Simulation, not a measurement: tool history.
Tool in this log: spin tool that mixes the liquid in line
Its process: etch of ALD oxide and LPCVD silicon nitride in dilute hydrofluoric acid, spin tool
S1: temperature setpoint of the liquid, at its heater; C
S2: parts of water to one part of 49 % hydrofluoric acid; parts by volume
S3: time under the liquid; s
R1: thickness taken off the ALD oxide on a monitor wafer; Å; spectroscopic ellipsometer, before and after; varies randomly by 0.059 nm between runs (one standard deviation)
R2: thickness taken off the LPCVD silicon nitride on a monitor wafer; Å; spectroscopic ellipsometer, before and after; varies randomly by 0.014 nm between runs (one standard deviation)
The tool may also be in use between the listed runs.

run 1 day=0.000 | S1=26.0 S2=70 S3=75 | R1=206.18 R2=5.8749
run 2 day=0.058 | S1=23.5 S2=75 S3=75 | R1=174.82 R2=4.8358
run 3 day=0.346 | S1=23.5 S2=55 S3=75 | R1=243.59 R2=6.2040
run 4 day=0.371 | S1=22.0 S2=65 S3=75 | R1=188.33 R2=4.8640
run 5 day=0.704 | S1=19.0 S2=65 S3=75 | R1=167.53 R2=3.7588
run 6 day=1.033 | S1=22.0 S2=65 S3=75 | R1=190.21 R2=4.7832

Run 7 comes next. What will it give?
run 7 day=1.375 | S1=21.0 S2=70 S3=75 | R1=? R2=?

{"run 7": {"R1": 168.85, "R2": 4.0336}}

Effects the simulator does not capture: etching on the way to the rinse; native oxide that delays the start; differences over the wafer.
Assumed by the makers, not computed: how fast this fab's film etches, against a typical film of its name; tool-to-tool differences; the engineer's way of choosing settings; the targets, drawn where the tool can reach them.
